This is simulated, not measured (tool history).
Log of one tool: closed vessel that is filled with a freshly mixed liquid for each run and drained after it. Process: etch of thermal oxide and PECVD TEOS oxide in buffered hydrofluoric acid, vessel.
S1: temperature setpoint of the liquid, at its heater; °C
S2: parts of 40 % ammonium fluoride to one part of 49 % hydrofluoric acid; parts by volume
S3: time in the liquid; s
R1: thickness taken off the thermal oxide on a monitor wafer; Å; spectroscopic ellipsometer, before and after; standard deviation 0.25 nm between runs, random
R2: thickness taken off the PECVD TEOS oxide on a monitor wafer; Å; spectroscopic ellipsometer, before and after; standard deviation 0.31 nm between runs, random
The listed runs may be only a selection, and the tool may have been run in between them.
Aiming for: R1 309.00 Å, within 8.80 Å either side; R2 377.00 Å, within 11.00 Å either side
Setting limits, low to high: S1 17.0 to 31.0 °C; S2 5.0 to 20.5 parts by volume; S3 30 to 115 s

run,hour,S1,S2,S3,R1,R2
1,0.0,23.0,12.5,60,518.23,633.26
2,4.9,21.5,13.0,60,453.11,550.72
3,7.5,20.5,13.5,60,414.85,507.50
4,10.7,19.5,14.0,60,376.74,465.88
5,14.0,19.0,14.5,60,358.88,434.05
6,17.9,20.5,14.5,60,389.59,472.77
7,22.7,19.5,14.5,60,371.60,444.98
8,26.9,19.0,14.5,60,356.78,441.73
9,34.5,18.5,15.0,60,332.29,410.32
10,38.8,18.0,15.0,60,323.26,401.25

Exercise: of the 4 proposed moves below, exactly one satisfies all targets within the stated allowed misses. Which move is it?
A,43.1,18.5,15.0,60,?,?
B,43.1,22.5,12.0,40,?,?
C,43.1,17.0,15.0,60,?,?
D,43.1,18.5,13.0,55,?,?

move,R1,R2
A,337.75,404.34
B,350.44,419.53
C,310.11,371.25
D,356.34,426.59
A: further off than the last run
B: further off than the last run
C: all results land within tolerance of their targets
D: further off than the last run
Correct choice: C, which meets every target
